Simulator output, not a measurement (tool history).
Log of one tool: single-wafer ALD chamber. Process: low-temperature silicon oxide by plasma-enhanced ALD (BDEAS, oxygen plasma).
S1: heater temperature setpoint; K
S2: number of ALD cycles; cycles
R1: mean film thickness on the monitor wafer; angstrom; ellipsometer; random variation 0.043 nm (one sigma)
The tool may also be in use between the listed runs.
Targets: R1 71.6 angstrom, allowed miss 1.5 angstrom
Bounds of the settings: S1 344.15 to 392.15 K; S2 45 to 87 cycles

run 1 day=0 | S1=368.15 S2=66 | R1=92.908
run 2 day=0.333 | S1=375.15 S2=66 | R1=90.406
run 3 day=0.65 | S1=384.15 S2=66 | R1=87.958
run 4 day=0.992 | S1=384.15 S2=62 | R1=82.79
run 5 day=1.196 | S1=384.15 S2=71 | R1=94.173
run 6 day=1.233 | S1=386.15 S2=66 | R1=88.22
run 7 day=1.388 | S1=387.15 S2=62 | R1=83.595
run 8 day=1.45 | S1=388.15 S2=59 | R1=78.854
run 9 day=1.629 | S1=389.15 S2=57 | R1=75.246

5 next moves are on the table. One of them brings every result within its allowed miss. Which?
run A day=1.808 | S1=379.15 S2=53 | R1=?
run B day=1.808 | S1=391.15 S2=62 | R1=?
run C day=1.808 | S1=381.15 S2=57 | R1=?
run D day=1.808 | S1=386.15 S2=51 | R1=?
run E day=1.808 | S1=387.15 S2=56 | R1=?

move=A R1=72.622
move=B R1=82.827
move=C R1=77.777
move=D R1=68.861
move=E R1=75.452
A: meets every target
B: further off than the last run
C: further off than the last run
D: takes the result that was furthest off past its target
E: further off than the last run
Answer: A
